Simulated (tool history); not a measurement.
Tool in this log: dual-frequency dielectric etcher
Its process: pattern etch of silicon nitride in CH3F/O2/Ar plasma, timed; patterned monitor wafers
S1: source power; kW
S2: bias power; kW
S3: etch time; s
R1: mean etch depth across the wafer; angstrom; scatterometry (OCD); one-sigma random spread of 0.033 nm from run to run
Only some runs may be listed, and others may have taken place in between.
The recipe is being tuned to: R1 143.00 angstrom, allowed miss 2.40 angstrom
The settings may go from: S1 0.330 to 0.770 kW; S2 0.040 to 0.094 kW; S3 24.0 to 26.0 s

run	day	S1	S2	S3	R1
1	0.000	0.550	0.067	26.0	189.08
2	0.254	0.550	0.067	24.0	173.44
3	0.554	0.600	0.067	24.0	182.71
4	0.783	0.530	0.067	24.0	170.29
5	0.967	0.600	0.067	24.0	182.35
6	1.025	0.550	0.065	24.0	172.42
7	1.142	0.550	0.065	24.0	171.26
8	1.317	0.510	0.065	24.0	163.98
9	1.662	0.480	0.065	24.0	158.78
10	1.996	0.460	0.065	24.0	155.26
11	2.029	0.440	0.065	24.0	151.10
12	2.246	0.370	0.064	24.0	133.18
13	2.338	0.380	0.064	24.0	135.35
14	2.429	0.390	0.064	24.0	138.83
15	2.692	0.400	0.064	24.0	140.22

Which one of the following 5 next-run settings gets every result inside its allowed miss? There is exactly one.
A	2.954	0.410	0.057	24.0	?
B	2.954	0.370	0.063	25.0	?
C	2.954	0.410	0.056	24.5	?
D	2.954	0.370	0.068	25.0	?
E	2.954	0.360	0.065	24.5	?

move	R1
A	135.29
B	137.41
C	137.02
D	142.25
E	133.93
A: further off than the last run
B: further off than the last run
C: further off than the last run
D: all results land within tolerance of their targets
E: further off than the last run
Move D is the one to make.
